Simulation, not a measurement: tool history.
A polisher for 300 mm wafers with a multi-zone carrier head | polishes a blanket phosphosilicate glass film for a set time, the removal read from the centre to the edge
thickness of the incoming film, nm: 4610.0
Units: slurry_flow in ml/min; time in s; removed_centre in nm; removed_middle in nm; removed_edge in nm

run	hour	slurry_flow	centre_zone	middle_zone	edge_zone	slurry_solids	time	removed_centre	removed_middle	removed_edge
1	0	255	1	1	1	1	48	361.62	379.19	364.07
2	6.1	260	1.03	1.02	1.02	1.05	48	380.23	380.38	370.89
3	7.7	265	1.04	1.04	1.02	1.15	48	380.59	399.71	374.93
4	11.2	265	1.07	1.04	1.03	1.25	49	412.69	418.41	390.05
5	20.1	265	1.07	0.98	1.03	1.25	49	411.68	398.44	398.61
6	24.3	265	1.14	0.98	1.03	1.25	49	450.06	403.59	394.41
7	30.2	265	1.14	0.99	1.04	1.3	49	443.42	405.19	397.23

Run 8 comes next. What will it give?
8	33	270	1.14	1	1.04	1.35	50	?	?	?

{"run 8": {"removed_centre": 451.53, "removed_middle": 427.05, "removed_edge": 414.21}}
